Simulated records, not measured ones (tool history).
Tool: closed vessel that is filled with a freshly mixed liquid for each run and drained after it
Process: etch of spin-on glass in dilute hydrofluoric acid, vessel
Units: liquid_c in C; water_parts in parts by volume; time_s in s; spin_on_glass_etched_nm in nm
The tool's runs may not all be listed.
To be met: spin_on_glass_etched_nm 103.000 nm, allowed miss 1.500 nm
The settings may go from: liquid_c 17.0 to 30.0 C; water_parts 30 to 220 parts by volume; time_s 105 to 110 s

run 1 hour=0.0 | liquid_c=22.0 water_parts=125 time_s=105 | spin_on_glass_etched_nm=35.815
run 2 hour=3.7 | liquid_c=24.0 water_parts=100 time_s=105 | spin_on_glass_etched_nm=49.722
run 3 hour=9.5 | liquid_c=21.5 water_parts=100 time_s=105 | spin_on_glass_etched_nm=45.238
run 4 hour=14.6 | liquid_c=21.5 water_parts=100 time_s=105 | spin_on_glass_etched_nm=45.230
run 5 hour=19.8 | liquid_c=24.0 water_parts=85 time_s=105 | spin_on_glass_etched_nm=59.772
run 6 hour=21.4 | liquid_c=26.5 water_parts=85 time_s=105 | spin_on_glass_etched_nm=66.135
run 7 hour=28.1 | liquid_c=30.0 water_parts=45 time_s=105 | spin_on_glass_etched_nm=151.730
run 8 hour=32.0 | liquid_c=28.5 water_parts=45 time_s=105 | spin_on_glass_etched_nm=143.320
run 9 hour=38.6 | liquid_c=26.5 water_parts=45 time_s=105 | spin_on_glass_etched_nm=132.370
run 10 hour=41.1 | liquid_c=24.5 water_parts=45 time_s=105 | spin_on_glass_etched_nm=120.900
run 11 hour=48.5 | liquid_c=23.5 water_parts=45 time_s=105 | spin_on_glass_etched_nm=116.220
run 12 hour=55.2 | liquid_c=22.5 water_parts=45 time_s=105 | spin_on_glass_etched_nm=111.770
run 13 hour=60.0 | liquid_c=22.0 water_parts=45 time_s=105 | spin_on_glass_etched_nm=109.990
run 14 hour=68.7 | liquid_c=20.0 water_parts=45 time_s=105 | spin_on_glass_etched_nm=100.820

Which of these 5 next moves meets every target?
run A hour=77.4 | liquid_c=23.0 water_parts=50 time_s=110 | spin_on_glass_etched_nm=?
run B hour=77.4 | liquid_c=22.0 water_parts=50 time_s=110 | spin_on_glass_etched_nm=?
run C hour=77.4 | liquid_c=20.5 water_parts=45 time_s=110 | spin_on_glass_etched_nm=?
run D hour=77.4 | liquid_c=18.0 water_parts=45 time_s=110 | spin_on_glass_etched_nm=?
run E hour=77.4 | liquid_c=19.5 water_parts=45 time_s=105 | spin_on_glass_etched_nm=?

move=A spin_on_glass_etched_nm=107.190
move=B spin_on_glass_etched_nm=102.820
move=C spin_on_glass_etched_nm=107.910
move=D spin_on_glass_etched_nm=96.946
move=E spin_on_glass_etched_nm=98.711
A: takes the result that was furthest off past its target
B: meets every target
C: takes the result that was furthest off past its target
D: further off than the last run
E: further off than the last run
Move B is the one to make.

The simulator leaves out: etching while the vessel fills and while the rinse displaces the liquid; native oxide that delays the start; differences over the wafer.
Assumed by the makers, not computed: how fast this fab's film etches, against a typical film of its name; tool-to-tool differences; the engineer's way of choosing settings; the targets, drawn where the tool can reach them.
